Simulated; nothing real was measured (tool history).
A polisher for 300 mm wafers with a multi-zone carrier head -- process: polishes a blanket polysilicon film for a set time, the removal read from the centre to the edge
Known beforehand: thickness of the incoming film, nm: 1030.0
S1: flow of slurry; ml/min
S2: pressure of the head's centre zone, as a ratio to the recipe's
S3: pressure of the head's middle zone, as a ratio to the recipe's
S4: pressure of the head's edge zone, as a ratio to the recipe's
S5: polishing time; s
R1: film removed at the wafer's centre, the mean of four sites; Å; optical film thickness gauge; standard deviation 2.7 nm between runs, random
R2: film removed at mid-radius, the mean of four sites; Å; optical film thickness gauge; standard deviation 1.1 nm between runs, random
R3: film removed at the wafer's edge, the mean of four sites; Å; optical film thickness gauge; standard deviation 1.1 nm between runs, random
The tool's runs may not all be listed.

{"run": 1, "hour": 0.0, "S1": 130, "S2": 1, "S3": 1, "S4": 1, "S5": 45, "R1": 2363.6, "R2": 2258.6, "R3": 2370.1}
{"run": 2, "hour": 7.6, "S1": 130, "S2": 1, "S3": 1, "S4": 1, "S5": 55, "R1": 2890.3, "R2": 2806.1, "R3": 2938.8}
{"run": 3, "hour": 10.1, "S1": 130, "S2": 1, "S3": 1, "S4": 1.04, "S5": 55, "R1": 2906.6, "R2": 2792.6, "R3": 2937.2}
{"run": 4, "hour": 11.6, "S1": 105, "S2": 1, "S3": 1, "S4": 1.04, "S5": 55, "R1": 2654.9, "R2": 2606.7, "R3": 2841.1}
{"run": 5, "hour": 14.9, "S1": 120, "S2": 1, "S3": 1, "S4": 1.04, "S5": 55, "R1": 2859, "R2": 2745.9, "R3": 2921.8}
{"run": 6, "hour": 21.0, "S1": 120, "S2": 1.02, "S3": 1, "S4": 1.02, "S5": 51, "R1": 2611.6, "R2": 2498.7, "R3": 2683.7}
{"run": 7, "hour": 27.7, "S1": 130, "S2": 1.02, "S3": 0.99, "S4": 1, "S5": 47, "R1": 2527.3, "R2": 2355.9, "R3": 2477.2}

Run 8 has not been measured yet. What should we expect?
{"run": 8, "hour": 34.3, "S1": 100, "S2": 1.04, "S3": 0.89, "S4": 0.9, "S5": 34, "R1": "?", "R2": "?", "R3": "?"}

For run 8 the tool returned R1 1724.3 Å, R2 1461.8 Å, R3 1627.9 Å.

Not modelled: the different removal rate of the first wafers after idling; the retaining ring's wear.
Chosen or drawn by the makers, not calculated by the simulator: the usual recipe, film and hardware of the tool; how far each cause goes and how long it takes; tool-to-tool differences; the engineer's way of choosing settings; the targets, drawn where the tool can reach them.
